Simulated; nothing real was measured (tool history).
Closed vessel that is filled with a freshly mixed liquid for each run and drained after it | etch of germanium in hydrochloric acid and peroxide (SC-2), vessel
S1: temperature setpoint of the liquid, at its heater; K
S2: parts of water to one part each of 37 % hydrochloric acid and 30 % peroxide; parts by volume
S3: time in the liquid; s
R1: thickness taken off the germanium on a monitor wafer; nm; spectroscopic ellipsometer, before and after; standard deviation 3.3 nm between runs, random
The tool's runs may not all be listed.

| run | hour | S1 | S2 | S3 | R1 |
|---|---|---|---|---|---|
| 1 | 0.0 | 338.15 | 6.5 | 90 | 339.36 |
| 2 | 6.2 | 339.15 | 6.5 | 90 | 352.38 |
| 3 | 14.8 | 339.15 | 5.0 | 90 | 353.32 |
| 4 | 17.0 | 339.15 | 6.0 | 90 | 351.16 |
| 5 | 24.0 | 339.15 | 6.0 | 100 | 385.67 |
| 6 | 32.9 | 340.15 | 5.5 | 100 | 403.35 |
| 7 | 37.6 | 341.15 | 5.0 | 100 | 414.36 |
| 8 | 40.0 | 341.65 | 5.0 | 100 | 420.55 |

Run 9 comes next. What will it give?
|  | 43.2 | new drum of peroxide connected |
| 9 | 43.2 | 342.15 | 5.0 | 100 | ? |

{"run 9": {"R1": 429.3}}
